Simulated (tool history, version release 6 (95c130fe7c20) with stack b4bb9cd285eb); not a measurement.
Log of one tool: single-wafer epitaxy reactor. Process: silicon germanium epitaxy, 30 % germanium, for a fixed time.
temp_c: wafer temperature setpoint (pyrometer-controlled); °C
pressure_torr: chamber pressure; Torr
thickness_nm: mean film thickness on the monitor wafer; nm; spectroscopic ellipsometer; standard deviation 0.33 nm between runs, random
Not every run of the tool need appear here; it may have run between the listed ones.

run 1 hour=0 | temp_c=600 pressure_torr=20.1 | thickness_nm=57.373
run 2 hour=6.2 | temp_c=600 pressure_torr=22 | thickness_nm=58.996
run 3 hour=7.1 | temp_c=602 pressure_torr=22 | thickness_nm=60.992
run 4 hour=12.3 | temp_c=597 pressure_torr=22 | thickness_nm=56.202
run 5 hour=16.4 | temp_c=600 pressure_torr=22 | thickness_nm=59.165
run 6 hour=18.9 | temp_c=600 pressure_torr=20.1 | thickness_nm=57.646
run 7 hour=21.7 | temp_c=603 pressure_torr=20.1 | thickness_nm=59.975
run 8 hour=29.3 | temp_c=606 pressure_torr=20.1 | thickness_nm=63.241
run 9 hour=36.9 | temp_c=608 pressure_torr=20.1 | thickness_nm=65.309

Predict the results of run 10:
run 10 hour=42.8 | temp_c=610 pressure_torr=20.1 | thickness_nm=?

{"run 10": {"thickness_nm": 66.5}}

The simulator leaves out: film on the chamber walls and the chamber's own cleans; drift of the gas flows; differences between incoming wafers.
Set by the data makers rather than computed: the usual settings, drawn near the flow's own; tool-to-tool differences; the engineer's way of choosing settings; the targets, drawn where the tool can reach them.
